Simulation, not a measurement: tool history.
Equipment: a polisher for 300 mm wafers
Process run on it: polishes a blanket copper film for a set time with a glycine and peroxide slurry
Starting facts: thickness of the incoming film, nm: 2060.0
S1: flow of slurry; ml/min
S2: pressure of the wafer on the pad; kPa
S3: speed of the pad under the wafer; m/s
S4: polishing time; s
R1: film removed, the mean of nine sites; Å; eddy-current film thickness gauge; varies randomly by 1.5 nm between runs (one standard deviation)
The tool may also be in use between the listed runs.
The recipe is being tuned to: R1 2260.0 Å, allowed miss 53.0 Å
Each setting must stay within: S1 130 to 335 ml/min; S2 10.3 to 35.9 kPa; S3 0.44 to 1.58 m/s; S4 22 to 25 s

Run 1, hour 0.0: S1 215 ml/min, S2 22.8 kPa, S3 1.00 m/s, S4 25 s. Result: R1 1408.4 Å.
Run 2, hour 7.1: S1 215 ml/min, S2 20.0 kPa, S3 1.00 m/s, S4 25 s. Result: R1 1277.0 Å.
Run 3, hour 9.3: S1 255 ml/min, S2 20.0 kPa, S3 1.00 m/s, S4 25 s. Result: R1 1303.5 Å.
Run 4, hour 16.7: S1 300 ml/min, S2 20.0 kPa, S3 1.00 m/s, S4 25 s. Result: R1 1317.2 Å.
Run 5, hour 20.2: S1 300 ml/min, S2 24.8 kPa, S3 1.00 m/s, S4 25 s. Result: R1 1599.3 Å.
Run 6, hour 26.9: S1 300 ml/min, S2 27.6 kPa, S3 1.00 m/s, S4 25 s. Result: R1 1765.9 Å.
At hour 27.6: slurry nozzle cleaned.
Run 7, hour 27.6: S1 300 ml/min, S2 29.6 kPa, S3 1.00 m/s, S4 25 s. Result: R1 1913.9 Å.
Run 8, hour 31.9: S1 300 ml/min, S2 31.0 kPa, S3 1.00 m/s, S4 25 s. Result: R1 1996.3 Å.
Run 9, hour 32.8: S1 305 ml/min, S2 32.4 kPa, S3 1.00 m/s, S4 25 s. Result: R1 2076.5 Å.
Run 10, hour 34.3: S1 310 ml/min, S2 33.1 kPa, S3 1.00 m/s, S4 25 s. Result: R1 2133.0 Å.

Which one of the following 4 next-run settings gets every result inside its allowed miss? There is exactly one.
Run A, hour 35.8: S1 305 ml/min, S2 35.9 kPa, S3 1.20 m/s, S4 22 s. Result: R1 ?.
Run B, hour 35.8: S1 235 ml/min, S2 35.9 kPa, S3 0.84 m/s, S4 25 s. Result: R1 ?.
Run C, hour 35.8: S1 255 ml/min, S2 31.0 kPa, S3 1.06 m/s, S4 24 s. Result: R1 ?.
Run D, hour 35.8: S1 310 ml/min, S2 35.9 kPa, S3 1.10 m/s, S4 23 s. Result: R1 ?.

move      R1
   A  2356.2
   B  1900.7
   C  1987.2
   D  2278.7
A: moves the result that the last run missed by most past its target, out the other side
B: moves away from the targets compared with the last run
C: moves away from the targets compared with the last run
D: hits every target within its allowed miss
D meets every target.

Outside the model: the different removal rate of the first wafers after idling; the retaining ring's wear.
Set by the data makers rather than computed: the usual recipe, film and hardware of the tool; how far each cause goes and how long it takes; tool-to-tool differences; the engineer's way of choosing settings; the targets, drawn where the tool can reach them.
